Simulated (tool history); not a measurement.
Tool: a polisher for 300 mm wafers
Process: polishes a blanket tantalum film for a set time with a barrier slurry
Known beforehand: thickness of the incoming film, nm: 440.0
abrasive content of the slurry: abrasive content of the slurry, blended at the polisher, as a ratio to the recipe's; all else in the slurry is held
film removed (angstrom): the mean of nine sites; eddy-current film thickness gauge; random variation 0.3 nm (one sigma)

run,hour,flow of slurry (ml/min),pressure of the wafer on the pad (kPa),speed of the pad under the wafer (cm/s),abrasive content of the slurry,polishing time (s),film removed (angstrom)
1,0,190,13.1,90,1,46,691.63
2,8,190,12.4,82,1,46,591.69
3,11.3,190,12.4,82,0.85,46,573.34
4,12,190,11.7,76,0.85,46,488.17
5,19.7,190,11,72,0.85,46,446.41
6,27.6,190,10.3,68,0.85,46,401.94
7,32,190,9.7,66,0.85,46,369.46
8,32.7,185,6.2,44,0.8,46,167.25
9,38.7,185,6.2,44,0.8,46,160.95

Run 10 is up next; what results do you expect?
10,42.6,190,6.9,44,0.8,46,?

film removed (angstrom): 180.29
